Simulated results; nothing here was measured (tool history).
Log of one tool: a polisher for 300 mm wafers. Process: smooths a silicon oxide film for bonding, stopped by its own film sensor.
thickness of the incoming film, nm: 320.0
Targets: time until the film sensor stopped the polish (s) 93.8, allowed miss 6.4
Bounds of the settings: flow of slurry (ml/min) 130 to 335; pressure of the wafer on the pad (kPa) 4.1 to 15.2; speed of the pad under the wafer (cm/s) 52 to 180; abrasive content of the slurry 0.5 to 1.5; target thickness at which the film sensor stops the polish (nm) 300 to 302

run	day	flow of slurry (ml/min)	pressure of the wafer on the pad (kPa)	speed of the pad under the wafer (cm/s)	abrasive content of the slurry	target thickness at which the film sensor stops the polish (nm)	time until the film sensor stopped the polish (s)
1	0	215	9.7	116	1	300	44.837
2	0.108	215	9.7	98	1	300	52.359
3	0.417	195	9.7	98	1	300	51.784
4	0.688	195	9.7	84	1	300	60.481
5	0.804	195	9.7	84	1	302	51.169
6	1.046	195	8.3	80	1	302	65.758
7	1.138	195	7.6	78	1	302	72.212
8	1.246	195	6.9	78	1	302	79.013

Which of these 5 next moves meets every target?
A	1.354	195	5.5	70	1	300	?
B	1.354	170	5.5	98	0.8	300	?
C	1.354	185	6.2	62	1.2	300	?
D	1.354	190	6.2	72	0.9	300	?
E	1.354	215	6.9	64	0.9	302	?

move	time until the film sensor stopped the polish (s)
A	117.06
B	103.37
C	106.65
D	108.57
E	95.349
A: takes the result that was furthest off past its target
B: takes the result that was furthest off past its target
C: takes the result that was furthest off past its target
D: takes the result that was furthest off past its target
E: meets every target
Move E is the one to make.
